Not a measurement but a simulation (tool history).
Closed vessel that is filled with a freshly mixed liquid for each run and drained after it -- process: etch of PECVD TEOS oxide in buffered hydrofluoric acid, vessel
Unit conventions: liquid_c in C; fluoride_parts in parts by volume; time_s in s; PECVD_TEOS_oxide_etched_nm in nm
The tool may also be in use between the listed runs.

Run 1, hour 0.0: liquid_c 21.0 C, fluoride_parts 12.0 parts by volume, time_s 100 s. Result: PECVD_TEOS_oxide_etched_nm 161.38 nm.
Run 2, hour 2.1: liquid_c 19.0 C, fluoride_parts 12.0 parts by volume, time_s 100 s. Result: PECVD_TEOS_oxide_etched_nm 144.28 nm.
Run 3, hour 8.1: liquid_c 22.0 C, fluoride_parts 12.0 parts by volume, time_s 100 s. Result: PECVD_TEOS_oxide_etched_nm 171.31 nm.
Run 4, hour 13.9: liquid_c 21.5 C, fluoride_parts 12.0 parts by volume, time_s 100 s. Result: PECVD_TEOS_oxide_etched_nm 164.95 nm.
Run 5, hour 21.8: liquid_c 21.0 C, fluoride_parts 12.0 parts by volume, time_s 100 s. Result: PECVD_TEOS_oxide_etched_nm 160.50 nm.
Run 6, hour 27.2: liquid_c 21.0 C, fluoride_parts 9.5 parts by volume, time_s 100 s. Result: PECVD_TEOS_oxide_etched_nm 198.83 nm.

For run 7, what comes out?
Run 7, hour 32.0: liquid_c 20.5 C, fluoride_parts 9.5 parts by volume, time_s 100 s. Result: PECVD_TEOS_oxide_etched_nm ?.

Run 7 yielded PECVD_TEOS_oxide_etched_nm 193.44 nm.
